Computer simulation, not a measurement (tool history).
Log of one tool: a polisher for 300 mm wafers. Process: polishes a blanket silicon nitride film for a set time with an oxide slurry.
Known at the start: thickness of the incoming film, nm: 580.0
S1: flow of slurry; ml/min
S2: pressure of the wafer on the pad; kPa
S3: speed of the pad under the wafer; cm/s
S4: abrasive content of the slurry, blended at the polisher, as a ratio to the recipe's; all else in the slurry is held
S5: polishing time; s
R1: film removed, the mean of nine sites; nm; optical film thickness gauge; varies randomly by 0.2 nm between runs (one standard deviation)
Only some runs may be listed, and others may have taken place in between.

run  hour   S1    S2   S3    S4  S5      R1
  1     0  300  18.6  132     1  39  23.075
  2     9  300  18.6  132     1  35  20.724
  3   9.5  300  18.6  132  1.15  35  21.869
  4  16.6  260  18.6  132  1.15  35  21.364
  5  23.6  260  18.6  118  1.15  35  19.689
  6  30.1  260  22.1  118  1.15  35  23.182
  7    31  275  22.8  118  1.15  35  24.132

Run 8 is up next; what results do you expect?
  8  36.1  290  23.4  118  1.15  35   ?

R1: 24.937 nm
